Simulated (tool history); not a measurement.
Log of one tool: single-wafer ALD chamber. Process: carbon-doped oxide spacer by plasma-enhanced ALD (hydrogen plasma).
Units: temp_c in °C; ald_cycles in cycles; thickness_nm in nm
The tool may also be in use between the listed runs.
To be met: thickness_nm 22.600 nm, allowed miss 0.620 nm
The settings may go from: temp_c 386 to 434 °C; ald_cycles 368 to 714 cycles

run	hour	temp_c	ald_cycles	thickness_nm
1	0.0	410	541	25.620
2	9.6	410	614	29.319
3	12.8	415	614	28.894
4	16.7	421	614	28.048
5	26.2	423	586	26.564
6	34.5	425	564	25.486
7	41.8	428	487	21.702
8	47.6	427	491	21.976

4 next moves are on the table. One of them brings every result within its allowed miss. Which?
A	53.4	422	544	?
B	53.4	427	543	?
C	53.4	429	541	?
D	53.4	432	515	?

move	thickness_nm
A	24.823
B	24.322
C	24.050
D	22.635
A: takes the result that was furthest off past its target
B: takes the result that was furthest off past its target
C: takes the result that was furthest off past its target
D: meets every target
Move D is the one to make.

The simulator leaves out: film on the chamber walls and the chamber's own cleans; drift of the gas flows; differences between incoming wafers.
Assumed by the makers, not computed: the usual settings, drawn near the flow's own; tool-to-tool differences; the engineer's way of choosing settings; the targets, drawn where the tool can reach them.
